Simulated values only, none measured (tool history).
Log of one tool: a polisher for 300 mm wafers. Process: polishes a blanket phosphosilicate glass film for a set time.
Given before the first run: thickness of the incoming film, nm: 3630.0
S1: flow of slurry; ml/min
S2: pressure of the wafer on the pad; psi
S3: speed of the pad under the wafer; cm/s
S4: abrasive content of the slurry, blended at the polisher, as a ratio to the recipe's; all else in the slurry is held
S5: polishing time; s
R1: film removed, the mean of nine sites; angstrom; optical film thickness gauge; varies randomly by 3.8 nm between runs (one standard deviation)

run	hour	S1	S2	S3	S4	S5	R1
1	0.0	140	3.3	124	1.0	103	10520.0
2	6.5	135	2.7	104	1.0	103	7792.4
3	7.1	165	2.7	104	1.0	103	8272.4
4	9.7	130	2.7	104	1.0	103	7867.0
5	14.9	130	2.7	86	1.0	103	6972.2
6	18.7	125	2.3	76	1.0	103	5591.3
7	21.6	120	2.0	72	1.0	103	4640.9

Predict the results of run 8:
8	26.2	115	1.9	72	1.0	103	?

Run 8 came out at R1 4419.2 angstrom.
